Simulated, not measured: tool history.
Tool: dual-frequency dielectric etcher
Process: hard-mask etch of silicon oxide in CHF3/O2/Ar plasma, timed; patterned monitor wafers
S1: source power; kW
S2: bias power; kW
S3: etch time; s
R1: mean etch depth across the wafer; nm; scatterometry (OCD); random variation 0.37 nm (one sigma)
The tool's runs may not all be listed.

{"run": 1, "hour": 0.0, "S1": 0.6, "S2": 0.219, "S3": 28.5, "R1": 62.602}
{"run": 2, "hour": 0.9, "S1": 0.62, "S2": 0.222, "S3": 28.5, "R1": 62.694}
{"run": 3, "hour": 4.3, "S1": 0.62, "S2": 0.222, "S3": 28.5, "R1": 63.762}
{"run": 4, "hour": 8.3, "S1": 0.63, "S2": 0.224, "S3": 28.5, "R1": 63.311}
{"run": 5, "hour": 9.3, "S1": 0.64, "S2": 0.229, "S3": 28.5, "R1": 64.452}
{"run": 6, "hour": 11.1, "S1": 0.65, "S2": 0.232, "S3": 28.5, "R1": 64.512}

The next listed run, before its measurement:
{"run": 7, "hour": 14.9, "S1": 0.66, "S2": 0.236, "S3": 28.5, "R1": "?"}

Run 7 gave R1 65.185 nm.
